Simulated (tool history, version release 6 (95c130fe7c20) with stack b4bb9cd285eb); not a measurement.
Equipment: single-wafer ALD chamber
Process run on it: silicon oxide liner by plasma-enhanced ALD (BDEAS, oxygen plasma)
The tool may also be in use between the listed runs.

run,day,heater temperature setpoint (K),number of ALD cycles (cycles),mean film thickness on the monitor wafer (angstrom)
1,0,593.15,68,64.239
2,0.246,593.15,60,56.686
3,0.517,593.15,67,63.35
4,0.779,593.15,64,60.219
5,0.888,593.15,60,56.615
6,1.15,593.15,58,54.718
7,1.479,593.15,57,53.678

Run 8 comes next. What will it give?
8,1.508,593.15,56,?

Logged for run 8: mean film thickness on the monitor wafer (angstrom) 52.834.

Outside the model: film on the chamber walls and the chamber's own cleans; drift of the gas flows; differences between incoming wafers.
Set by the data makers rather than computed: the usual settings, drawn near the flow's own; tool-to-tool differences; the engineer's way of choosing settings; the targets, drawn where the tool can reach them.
